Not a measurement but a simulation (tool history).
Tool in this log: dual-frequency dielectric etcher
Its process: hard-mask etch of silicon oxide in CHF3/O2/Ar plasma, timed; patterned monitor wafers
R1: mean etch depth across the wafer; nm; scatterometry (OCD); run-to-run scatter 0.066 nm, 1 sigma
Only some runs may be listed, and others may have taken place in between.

Run 1, hour 0.0: source power (kW) 0.590, bias power (kW) 0.136, etch time (s) 14. Result: R1 23.342 nm.
Run 2, hour 0.8: source power (kW) 0.590, bias power (kW) 0.119, etch time (s) 14. Result: R1 22.700 nm.
Run 3, hour 5.1: source power (kW) 0.560, bias power (kW) 0.118, etch time (s) 14. Result: R1 22.071 nm.
Run 4, hour 13.9: source power (kW) 0.560, bias power (kW) 0.105, etch time (s) 14. Result: R1 21.455 nm.
Run 5, hour 21.2: source power (kW) 0.640, bias power (kW) 0.105, etch time (s) 14. Result: R1 22.798 nm.
Run 6, hour 28.6: source power (kW) 0.610, bias power (kW) 0.104, etch time (s) 14. Result: R1 22.175 nm.

What does the tool deliver on the next run?
Run 7, hour 36.7: source power (kW) 0.590, bias power (kW) 0.103, etch time (s) 14. Result: R1 ?.

R1: 21.830 nm
